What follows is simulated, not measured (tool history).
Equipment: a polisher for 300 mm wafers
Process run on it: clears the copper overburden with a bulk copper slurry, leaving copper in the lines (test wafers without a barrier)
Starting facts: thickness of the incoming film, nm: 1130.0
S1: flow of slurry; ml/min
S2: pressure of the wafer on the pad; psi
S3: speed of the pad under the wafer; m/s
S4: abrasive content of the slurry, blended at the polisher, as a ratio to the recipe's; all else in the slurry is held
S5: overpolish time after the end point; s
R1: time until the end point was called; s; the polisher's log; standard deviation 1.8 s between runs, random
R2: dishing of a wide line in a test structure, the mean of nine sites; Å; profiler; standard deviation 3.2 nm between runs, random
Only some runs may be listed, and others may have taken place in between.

run,hour,S1,S2,S3,S4,S5,R1,R2
1,0,190,2.6,1.04,1,29,153.5,1055.9
2,3.5,190,2.7,1.04,1,30,155.22,1110.1
3,10.6,190,2.7,0.88,1,30,178.77,996.64
4,15.6,190,2.7,0.88,0.85,30,182.41,1021.9
5,21.2,190,3.1,0.88,0.85,30,165.52,1071.9
6,22.4,190,3.1,0.66,0.85,30,212.47,938.86

Forecast run 7:
7,29.7,195,3.8,0.9,0.9,28,?,?

R1: 131.64 s
R2: 1250.5 Å
